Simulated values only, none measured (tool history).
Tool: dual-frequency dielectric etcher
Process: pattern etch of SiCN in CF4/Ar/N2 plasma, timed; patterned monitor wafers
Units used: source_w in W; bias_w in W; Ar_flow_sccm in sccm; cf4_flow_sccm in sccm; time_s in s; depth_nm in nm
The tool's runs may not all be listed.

run 1 day=0 | source_w=450 bias_w=91 Ar_flow_sccm=87 cf4_flow_sccm=82 time_s=60.5 | depth_nm=47.758
run 2 day=0.067 | source_w=450 bias_w=80 Ar_flow_sccm=87 cf4_flow_sccm=82 time_s=60.5 | depth_nm=45.35
run 3 day=0.088 | source_w=390 bias_w=80 Ar_flow_sccm=87 cf4_flow_sccm=82 time_s=60.5 | depth_nm=39.807
run 4 day=0.25 | source_w=390 bias_w=80 Ar_flow_sccm=87 cf4_flow_sccm=82 time_s=56 | depth_nm=36.518
run 5 day=0.542 | source_w=440 bias_w=81 Ar_flow_sccm=87 cf4_flow_sccm=82 time_s=56 | depth_nm=41.399
run 6 day=0.7 | source_w=480 bias_w=82 Ar_flow_sccm=87 cf4_flow_sccm=82 time_s=56 | depth_nm=45.124
run 7 day=0.729 | source_w=510 bias_w=83 Ar_flow_sccm=87 cf4_flow_sccm=82 time_s=56 | depth_nm=47.953

Run 8, settings as shown, results not yet in. Your forecast:
run 8 day=0.758 | source_w=510 bias_w=83 Ar_flow_sccm=87 cf4_flow_sccm=82 time_s=56 | depth_nm=?

depth_nm: 48.028 nm
